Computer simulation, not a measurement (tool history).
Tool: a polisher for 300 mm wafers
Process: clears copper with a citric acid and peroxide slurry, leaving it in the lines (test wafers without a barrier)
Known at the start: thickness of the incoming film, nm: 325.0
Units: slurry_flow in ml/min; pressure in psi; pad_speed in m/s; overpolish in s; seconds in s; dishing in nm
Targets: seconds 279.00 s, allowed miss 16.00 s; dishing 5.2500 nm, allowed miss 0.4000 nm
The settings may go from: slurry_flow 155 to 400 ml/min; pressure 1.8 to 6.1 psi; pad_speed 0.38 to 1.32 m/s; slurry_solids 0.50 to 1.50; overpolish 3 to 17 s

run  hour  slurry_flow  pressure  pad_speed  slurry_solids  overpolish  seconds  dishing
  1   0.0          255       3.9       0.84           1.00           9   176.14   7.5598
  2   1.4          255       3.5       0.84           1.00           9   198.29   6.9487
  3   4.9          255       3.5       0.70           1.00           9   221.42   6.7855
  4   8.6          255       3.5       0.70           1.00          12   222.80   7.8133
  5  15.5          255       3.5       0.70           0.90          12   228.76   7.8852
  6  17.6          255       3.3       0.70           0.90          11   238.84   7.4120
  7  22.7          255       2.6       0.68           0.90           7   317.28   4.2934
  8  27.2          255       2.7       0.68           0.90           7   299.65   4.4189
  9  28.6          255       2.8       0.68           0.90           7   285.99   4.5924

4 next moves are on the table. One of them brings every result within its allowed miss. Which?
  A  30.0          215       2.0       0.86           0.95           7        ?        ?
  B  30.0          305       2.9       0.68           1.05           6        ?        ?
  C  30.0          270       3.2       0.62           0.80           8        ?        ?
  D  30.0          280       2.2       0.82           0.90           6        ?        ?

move  seconds  dishing
   A   341.68   4.0511
   B   261.20   4.4461
   C   275.81   5.3085
   D   318.87   3.7839
A: further off than the last run
B: further off than the last run
C: meets every target
D: further off than the last run
The right move is C.
